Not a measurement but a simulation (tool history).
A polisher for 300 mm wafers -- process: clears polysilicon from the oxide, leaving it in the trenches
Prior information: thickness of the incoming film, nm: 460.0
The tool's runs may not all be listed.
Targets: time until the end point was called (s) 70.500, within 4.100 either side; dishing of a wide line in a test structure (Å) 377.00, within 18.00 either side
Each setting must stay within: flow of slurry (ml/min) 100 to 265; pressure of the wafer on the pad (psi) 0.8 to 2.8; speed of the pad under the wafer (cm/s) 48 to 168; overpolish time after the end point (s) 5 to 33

| run | hour | flow of slurry (ml/min) | pressure of the wafer on the pad (psi) | speed of the pad under the wafer (cm/s) | overpolish time after the end point (s) | time until the end point was called (s) | dishing of a wide line in a test structure (Å) |
|---|---|---|---|---|---|---|---|
| 1 | 0.0 | 170 | 1.8 | 108 | 17 | 46.536 | 422.30 |
| 2 | 1.0 | 170 | 1.8 | 124 | 17 | 41.217 | 422.91 |
| 3 | 2.6 | 170 | 2.1 | 124 | 17 | 34.948 | 430.80 |
| 4 | 10.9 | 170 | 1.9 | 122 | 15 | 39.302 | 429.71 |
| 5 | 12.4 | 165 | 1.7 | 120 | 14 | 45.488 | 422.73 |
| 6 | 15.1 | 185 | 1.6 | 116 | 12 | 48.195 | 409.28 |
| 7 | 16.2 | 190 | 1.5 | 114 | 11 | 51.971 | 374.18 |
| 8 | 18.3 | 185 | 1.4 | 114 | 11 | 55.074 | 375.97 |
| 9 | 22.3 | 180 | 1.3 | 114 | 12 | 60.538 | 366.86 |
| 10 | 30.3 | 170 | 1.3 | 112 | 13 | 59.408 | 375.50 |
| 11 | 36.0 | 165 | 1.3 | 110 | 14 | 63.268 | 385.45 |

Exercise: of the 5 proposed moves below, exactly one satisfies all targets within the stated allowed misses. Which move is it?
| A | 41.7 | 140 | 1.4 | 106 | 13 | ? | ? |
| B | 41.7 | 135 | 1.2 | 108 | 15 | ? | ? |
| C | 41.7 | 100 | 1.8 | 88 | 25 | ? | ? |
| D | 41.7 | 100 | 1.9 | 88 | 24 | ? | ? |
| E | 41.7 | 120 | 1.6 | 86 | 23 | ? | ? |

| move | time until the end point was called (s) | dishing of a wide line in a test structure (Å) |
|---|---|---|
| A | 62.493 | 382.50 |
| B | 71.701 | 383.22 |
| C | 63.977 | 437.39 |
| D | 60.706 | 437.92 |
| E | 69.663 | 427.95 |
A: misses by more than the last run did
B: meets every target
C: misses by more than the last run did
D: misses by more than the last run did
E: brings the result that was furthest off to its target, and leaves another outside
B meets every target.
